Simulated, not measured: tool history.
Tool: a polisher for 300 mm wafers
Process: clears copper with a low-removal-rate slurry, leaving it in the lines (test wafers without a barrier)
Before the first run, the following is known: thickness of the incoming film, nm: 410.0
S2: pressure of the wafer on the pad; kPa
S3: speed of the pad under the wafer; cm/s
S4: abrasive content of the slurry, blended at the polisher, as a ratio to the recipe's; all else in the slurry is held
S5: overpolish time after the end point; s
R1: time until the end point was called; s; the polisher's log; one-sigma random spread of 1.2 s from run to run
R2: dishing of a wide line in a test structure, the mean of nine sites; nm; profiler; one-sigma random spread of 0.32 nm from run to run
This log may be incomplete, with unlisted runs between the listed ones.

Run 1, hour 0: flow of slurry (ml/min) 220, S2 23.4 kPa, S3 112 cm/s, S4 1, S5 14 s. Result: R1 97.62 s, R2 40.74 nm.
Run 2, hour 1.1: flow of slurry (ml/min) 225, S2 24.1 kPa, S3 112 cm/s, S4 1, S5 12 s. Result: R1 95.683 s, R2 37.383 nm.
Run 3, hour 8.8: flow of slurry (ml/min) 225, S2 24.8 kPa, S3 112 cm/s, S4 1, S5 11 s. Result: R1 90.119 s, R2 35.011 nm.
Run 4, hour 11.4: flow of slurry (ml/min) 225, S2 24.8 kPa, S3 102 cm/s, S4 1, S5 11 s. Result: R1 99.621 s, R2 33.498 nm.
Run 5, hour 13: flow of slurry (ml/min) 225, S2 25.5 kPa, S3 102 cm/s, S4 1, S5 10 s. Result: R1 97.146 s, R2 31.459 nm.
Run 6, hour 20.9: flow of slurry (ml/min) 230, S2 26.2 kPa, S3 102 cm/s, S4 1, S5 10 s. Result: R1 95.992 s, R2 32.321 nm.
Run 7, hour 24.1: flow of slurry (ml/min) 230, S2 26.9 kPa, S3 102 cm/s, S4 1, S5 10 s. Result: R1 91.363 s, R2 31.652 nm.

Run 8 comes next. What will it give?
Run 8, hour 32.8: flow of slurry (ml/min) 230, S2 27.6 kPa, S3 102 cm/s, S4 1, S5 10 s. Result: R1 ?, R2 ?.

Run 8 produced R1 91.296 s, R2 32.802 nm.
